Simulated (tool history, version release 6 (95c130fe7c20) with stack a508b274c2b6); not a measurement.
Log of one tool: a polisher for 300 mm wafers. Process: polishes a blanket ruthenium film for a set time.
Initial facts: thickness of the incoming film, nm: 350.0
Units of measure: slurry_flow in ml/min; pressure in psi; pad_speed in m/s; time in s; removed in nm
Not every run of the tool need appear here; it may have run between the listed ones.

run  hour  slurry_flow  pressure  pad_speed  time  removed
  1   0.0          160       1.9       1.10   100  125.180
  2   7.5          155       1.6       1.04   100   99.997
  3   8.1          150       1.4       1.00   100   84.317
  4  15.3          150       1.4       0.86   100   70.989
  5  21.0          145       1.3       0.86   100   65.959
  6  24.3          135       1.3       0.86   100   64.964
  7  32.0          125       1.3       0.86   100   63.046
  8  38.5          120       1.3       0.86   100   62.552
  9  45.6          115       1.3       0.86   100   61.527
     47.4  -- slurry nozzle cleaned
 10  47.4          110       1.3       0.86   100   68.913
 11  55.8          125       1.3       0.86   100   71.467
 12  63.5          125       1.2       0.86   100   66.461

Estimate the outcome of run 13 from the log above:
 13  65.2          125       1.2       0.86   100        ?

{"run 13": {"removed": 66.398}}
